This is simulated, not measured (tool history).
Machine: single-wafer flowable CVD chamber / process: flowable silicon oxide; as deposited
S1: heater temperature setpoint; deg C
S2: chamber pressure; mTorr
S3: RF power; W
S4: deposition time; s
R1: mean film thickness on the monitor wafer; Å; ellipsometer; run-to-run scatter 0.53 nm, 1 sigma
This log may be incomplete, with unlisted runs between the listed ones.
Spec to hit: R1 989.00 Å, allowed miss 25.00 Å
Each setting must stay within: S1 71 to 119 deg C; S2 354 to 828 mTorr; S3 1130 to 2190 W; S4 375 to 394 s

run,day,S1,S2,S3,S4,R1
1,0.000,95,591,1660,394,1858.50
2,0.221,97,591,1660,394,1746.30
3,0.500,97,591,1475,394,1671.30
4,0.662,97,632,1475,394,1816.60
# day 1.029: thermocouple changed; heater temperature recalibrated
5,1.029,97,632,1660,394,1729.20
6,1.208,99,631,1660,394,1643.30
7,1.229,100,631,1660,394,1594.20
8,1.467,101,631,1660,394,1542.00
9,1.704,102,631,1660,394,1480.70
10,1.833,103,631,1660,394,1433.50
11,2.092,104,631,1660,394,1417.20
12,2.342,105,631,1660,394,1381.20
13,2.392,106,631,1660,394,1321.30
14,2.575,107,631,1660,394,1278.90
15,2.617,108,631,1660,394,1245.60
16,2.825,109,631,1660,394,1204.30
17,3.183,110,631,1660,394,1175.90
18,3.462,111,631,1660,394,1140.80
19,3.579,112,631,1660,394,1116.00
20,3.858,114,630,1660,394,1055.80
21,3.938,114,630,1660,394,1042.30
22,4.000,115,630,1660,394,1023.90

Exercise: of the 4 proposed moves below, exactly one satisfies all targets within the stated allowed misses. Which move is it?
A,4.062,115,633,1685,394,?
B,4.062,115,622,1780,375,?
C,4.062,107,560,1485,384,?
D,4.062,111,617,1585,381,?

move,R1
A,1032.50
B,980.53
C,1081.60
D,1071.20
A: moves away from the targets compared with the last run
B: all results land within tolerance of their targets
C: moves away from the targets compared with the last run
D: moves away from the targets compared with the last run
B is the move that brings every result within its allowed miss.
